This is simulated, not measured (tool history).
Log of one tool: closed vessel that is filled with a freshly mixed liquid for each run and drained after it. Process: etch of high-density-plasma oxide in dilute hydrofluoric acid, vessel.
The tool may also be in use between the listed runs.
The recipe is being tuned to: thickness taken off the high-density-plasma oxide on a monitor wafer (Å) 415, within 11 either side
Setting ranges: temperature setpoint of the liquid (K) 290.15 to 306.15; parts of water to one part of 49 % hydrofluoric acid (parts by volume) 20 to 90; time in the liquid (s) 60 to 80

| run | hour | temperature setpoint of the liquid (K) | parts of water to one part of 49 % hydrofluoric acid (parts by volume) | time in the liquid (s) | thickness taken off the high-density-plasma oxide on a monitor wafer (Å) |
|---|---|---|---|---|---|
| 1 | 0 | 298.15 | 50 | 80 | 146.81 |
| 2 | 8 | 299.15 | 45 | 80 | 171.86 |
| 3 | 13.6 | 300.15 | 40 | 80 | 204.13 |
| 4 | 22.6 | 300.15 | 50 | 80 | 158.88 |
| 5 | 31.3 | 300.15 | 50 | 60 | 119.62 |
| 6 | 33.4 | 297.15 | 50 | 60 | 105.83 |
| 7 | 34.8 | 298.15 | 45 | 60 | 122.31 |
| 8 | 41.9 | 299.15 | 40 | 65 | 156.75 |
| 9 | 45 | 299.15 | 40 | 65 | 157.32 |
| 10 | 51.3 | 300.15 | 35 | 65 | 186.67 |
| 11 | 58.6 | 301.15 | 35 | 65 | 195.78 |
| 12 | 64 | 301.65 | 35 | 65 | 200.87 |
| 13 | 64.9 | 302.15 | 35 | 65 | 203.45 |
| 14 | 68.3 | 302.65 | 35 | 65 | 209.2 |
| 15 | 69.4 | 303.15 | 35 | 65 | 210.9 |
| 16 | 72 | 306.15 | 20 | 80 | 529.85 |
| 17 | 73.6 | 305.65 | 20 | 80 | 518.75 |
| 18 | 74.8 | 305.15 | 20 | 80 | 507.64 |
| 19 | 80.1 | 304.65 | 20 | 80 | 498.85 |
| 20 | 88.5 | 304.15 | 20 | 80 | 493.18 |
| 21 | 91 | 303.65 | 20 | 80 | 480.99 |
| 22 | 92 | 303.65 | 20 | 80 | 477.36 |
| 23 | 100.5 | 303.15 | 20 | 80 | 465.75 |
| 24 | 108.1 | 302.65 | 20 | 80 | 459.26 |
| 25 | 109.7 | 302.15 | 20 | 80 | 449.51 |
| 26 | 112.8 | 301.65 | 20 | 80 | 444.43 |

Which single option among these 4 for the next run brings every result within its allowed miss of target? Just one does.
| A | 115.9 | 300.15 | 20 | 80 | ? |
| B | 115.9 | 300.65 | 20 | 75 | ? |
| C | 115.9 | 303.65 | 20 | 75 | ? |
| D | 115.9 | 302.15 | 20 | 70 | ? |

| move | thickness taken off the high-density-plasma oxide on a monitor wafer (Å) |
|---|---|
| A | 415.98 |
| B | 398.11 |
| C | 449.89 |
| D | 395.13 |
A: each result inside its tolerance
B: takes the biggest miss from the last run beyond its target
C: its largest miss is bigger than the last run's
D: takes the biggest miss from the last run beyond its target
Correct choice: A, which meets every target

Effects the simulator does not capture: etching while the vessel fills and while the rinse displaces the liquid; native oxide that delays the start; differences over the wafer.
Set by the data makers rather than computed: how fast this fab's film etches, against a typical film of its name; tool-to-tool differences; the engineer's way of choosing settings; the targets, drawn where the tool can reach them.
